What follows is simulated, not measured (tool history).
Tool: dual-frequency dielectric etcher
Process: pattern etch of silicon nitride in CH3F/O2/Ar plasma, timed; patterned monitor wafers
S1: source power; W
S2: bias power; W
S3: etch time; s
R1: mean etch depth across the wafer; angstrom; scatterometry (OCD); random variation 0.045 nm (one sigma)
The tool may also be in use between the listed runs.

Run 1, day 0: S1 400 W, S2 62 W, S3 33.5 s. Result: R1 225.92 angstrom.
Run 2, day 0.25: S1 340 W, S2 62 W, S3 33.5 s. Result: R1 211.97 angstrom.
Run 3, day 0.321: S1 340 W, S2 68 W, S3 33.5 s. Result: R1 219.2 angstrom.
Run 4, day 0.392: S1 280 W, S2 68 W, S3 33.5 s. Result: R1 203.3 angstrom.
Run 5, day 0.754: S1 270 W, S2 66 W, S3 33.5 s. Result: R1 198.38 angstrom.
Run 6, day 1.079: S1 270 W, S2 73 W, S3 33.5 s. Result: R1 205.91 angstrom.

The next listed run, before its measurement:
Run 7, day 1.142: S1 260 W, S2 70 W, S3 33 s. Result: R1 ?.

Run 7 gave R1 197.19 angstrom.
